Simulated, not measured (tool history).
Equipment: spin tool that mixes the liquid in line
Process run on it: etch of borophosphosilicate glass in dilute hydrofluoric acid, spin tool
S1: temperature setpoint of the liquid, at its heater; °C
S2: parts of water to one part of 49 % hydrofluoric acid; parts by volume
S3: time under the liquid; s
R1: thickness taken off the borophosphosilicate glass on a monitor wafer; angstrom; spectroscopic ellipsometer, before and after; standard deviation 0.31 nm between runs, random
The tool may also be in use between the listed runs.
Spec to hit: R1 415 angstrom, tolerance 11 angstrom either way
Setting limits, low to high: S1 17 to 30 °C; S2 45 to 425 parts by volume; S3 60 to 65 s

{"run": 1, "day": 0.0, "S1": 22, "S2": 235, "S3": 60, "R1": 114.59}
{"run": 2, "day": 0.246, "S1": 22, "S2": 175, "S3": 60, "R1": 164.53}
{"run": 3, "day": 0.438, "S1": 22, "S2": 245, "S3": 60, "R1": 109.37}
{"run": 4, "day": 0.704, "S1": 22, "S2": 245, "S3": 60, "R1": 109.76}
{"run": 5, "day": 0.75, "S1": 22, "S2": 315, "S3": 60, "R1": 78.961}
{"run": 6, "day": 1.038, "S1": 23.5, "S2": 260, "S3": 60, "R1": 106.88}
{"run": 7, "day": 1.3, "S1": 24.5, "S2": 215, "S3": 60, "R1": 140.06}
{"run": 8, "day": 1.579, "S1": 24.5, "S2": 215, "S3": 60, "R1": 141.69}
{"run": 9, "day": 1.733, "S1": 25.5, "S2": 180, "S3": 60, "R1": 181.09}
{"run": 10, "day": 1.833, "S1": 26.5, "S2": 155, "S3": 60, "R1": 226.01}
{"run": 11, "day": 1.967, "S1": 27, "S2": 140, "S3": 60, "R1": 254.3}
{"run": 12, "day": 2.0, "S1": 30, "S2": 60, "S3": 60, "R1": 757.52}
{"run": 13, "day": 2.062, "S1": 28.5, "S2": 60, "S3": 60, "R1": 707.57}
{"run": 14, "day": 2.258, "S1": 26.5, "S2": 65, "S3": 60, "R1": 611.72}
{"run": 15, "day": 2.55, "S1": 25, "S2": 70, "S3": 60, "R1": 525.28}
{"run": 16, "day": 2.671, "S1": 25, "S2": 70, "S3": 60, "R1": 525.38}
{"run": 17, "day": 3.05, "S1": 24, "S2": 70, "S3": 60, "R1": 513.28}
{"run": 18, "day": 3.275, "S1": 23, "S2": 70, "S3": 60, "R1": 480.21}
{"run": 19, "day": 3.567, "S1": 22.5, "S2": 70, "S3": 60, "R1": 478.95}
{"run": 20, "day": 3.879, "S1": 21.5, "S2": 70, "S3": 60, "R1": 452.92}
{"run": 21, "day": 4.154, "S1": 21, "S2": 70, "S3": 60, "R1": 445.72}

Which single option among these 5 for the next run brings every result within its allowed miss of target? Just one does.
{"run": "A", "day": 4.429, "S1": 17.5, "S2": 70, "S3": 65, "R1": "?"}
{"run": "B", "day": 4.429, "S1": 23, "S2": 80, "S3": 65, "R1": "?"}
{"run": "C", "day": 4.429, "S1": 20, "S2": 60, "S3": 60, "R1": "?"}
{"run": "D", "day": 4.429, "S1": 17, "S2": 60, "S3": 60, "R1": "?"}
{"run": "E", "day": 4.429, "S1": 26, "S2": 90, "S3": 65, "R1": "?"}

move=A R1=417.33
move=B R1=453.88
move=C R1=505.53
move=D R1=444.75
move=E R1=448.98
A: each result inside its tolerance
B: further off than the last run
C: further off than the last run
D: as far off as the last run
E: further off than the last run
The move that meets every target is A.
